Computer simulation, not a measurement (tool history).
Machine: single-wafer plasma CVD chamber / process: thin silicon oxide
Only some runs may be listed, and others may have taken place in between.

run  hour  heater temperature setpoint (K)  chamber pressure (mTorr)  RF power (kW)  deposition time (s)  mean film thickness on the monitor wafer (nm)
  1   0.0                           683.15                       798          0.275                 15.0                                         24.699
  2   6.2                           683.15                       722          0.270                 15.0                                         22.783
  3  10.0                           683.15                       661          0.260                 15.0                                         20.561
  4  18.2                           691.15                       661          0.260                 15.0                                         20.339
  5  24.7                           691.15                       776          0.260                 15.0                                         23.320
  6  29.6                           691.15                       711          0.260                 15.0                                         21.845
  7  36.9                           691.15                       659          0.260                 15.0                                         20.463
  8  39.8                           691.15                       620          0.260                 15.0                                         19.126
  9  47.8                           691.15                       598          0.260                 15.0                                         18.748

Run 10, settings as shown, results not yet in. Your forecast:
 10  50.3                           691.15                       494          0.255                 15.0                                              ?

For run 10 the tool returned mean film thickness on the monitor wafer (nm) 15.468.
